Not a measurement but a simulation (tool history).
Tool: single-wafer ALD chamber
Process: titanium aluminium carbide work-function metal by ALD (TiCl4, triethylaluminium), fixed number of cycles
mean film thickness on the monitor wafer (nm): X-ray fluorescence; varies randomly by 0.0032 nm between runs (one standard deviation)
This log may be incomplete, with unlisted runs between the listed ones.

run  hour  heater temperature setpoint (deg C)  triethylaluminium pulse time (s)  mean film thickness on the monitor wafer (nm)
  1     0                                  285                              7.21                                         1.7606
  2   8.1                                  285                              6.26                                         1.6639
  3  11.8                                  279                              6.26                                         1.6237
  4  15.8                                  279                               7.5                                         1.7383
  5  17.1                                  277                              7.23                                         1.7002
  6  17.7                                  285                              7.23                                         1.7623
  7  19.4                                  273                              4.92                                         1.3386
  8  23.4                                  275                              4.94                                         1.3535
  9    26                                  277                              4.96                                         1.3727
 10  34.1                                  279                              4.98                                          1.389
 11  37.9                                  281                                 5                                         1.3991
 12  38.9                                  281                                 5                                         1.4065
 13  45.3                                  282                              5.02                                         1.4144

For run 14, what comes out?
 14    47                                  283                              5.04                                              ?

{"run 14": {"mean film thickness on the monitor wafer (nm)": 1.4242}}

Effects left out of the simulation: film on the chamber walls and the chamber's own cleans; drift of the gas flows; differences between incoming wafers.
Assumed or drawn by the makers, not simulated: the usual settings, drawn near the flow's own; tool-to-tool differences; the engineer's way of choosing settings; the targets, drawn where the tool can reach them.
